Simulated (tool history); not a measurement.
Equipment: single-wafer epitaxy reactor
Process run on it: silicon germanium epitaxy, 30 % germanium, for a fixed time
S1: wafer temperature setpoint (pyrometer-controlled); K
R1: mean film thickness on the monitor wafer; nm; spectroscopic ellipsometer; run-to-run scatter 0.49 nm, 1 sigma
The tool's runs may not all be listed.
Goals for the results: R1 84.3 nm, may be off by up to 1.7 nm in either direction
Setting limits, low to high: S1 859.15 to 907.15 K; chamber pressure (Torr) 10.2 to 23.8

Run 1, day 0: S1 883.15 K, chamber pressure (Torr) 17. Result: R1 72.931 nm.
Run 2, day 0.325: S1 883.15 K, chamber pressure (Torr) 19.5. Result: R1 76.498 nm.
Run 3, day 0.596: S1 883.15 K, chamber pressure (Torr) 17.7. Result: R1 73.674 nm.
Run 4, day 0.804: S1 885.15 K, chamber pressure (Torr) 17.7. Result: R1 75.997 nm.
Run 5, day 1.133: S1 878.15 K, chamber pressure (Torr) 17.7. Result: R1 67.865 nm.
Run 6, day 1.408: S1 878.15 K, chamber pressure (Torr) 16.5. Result: R1 67.015 nm.
Run 7, day 1.721: S1 882.15 K, chamber pressure (Torr) 16.6. Result: R1 71.353 nm.
Run 8, day 2.088: S1 885.15 K, chamber pressure (Torr) 16.7. Result: R1 75.102 nm.
Run 9, day 2.317: S1 887.15 K, chamber pressure (Torr) 16.7. Result: R1 77.751 nm.
Run 10, day 2.442: S1 888.15 K, chamber pressure (Torr) 16.7. Result: R1 78.31 nm.
Run 11, day 2.512: S1 889.15 K, chamber pressure (Torr) 16.7. Result: R1 79.372 nm.

Exercise: of the 4 proposed moves below, exactly one satisfies all targets within the stated allowed misses. Which move is it?
Run A, day 2.583: S1 889.15 K, chamber pressure (Torr) 13.3. Result: R1 ?.
Run B, day 2.583: S1 893.15 K, chamber pressure (Torr) 16.6. Result: R1 ?.
Run C, day 2.583: S1 879.15 K, chamber pressure (Torr) 19.9. Result: R1 ?.
Run D, day 2.583: S1 885.15 K, chamber pressure (Torr) 16.8. Result: R1 ?.

move      R1
   A  74.386
   B  84.468
   C  71.793
   D  74.873
A: moves away from the targets compared with the last run
B: in spec on every target
C: moves away from the targets compared with the last run
D: moves away from the targets compared with the last run
Correct choice: B, which meets every target
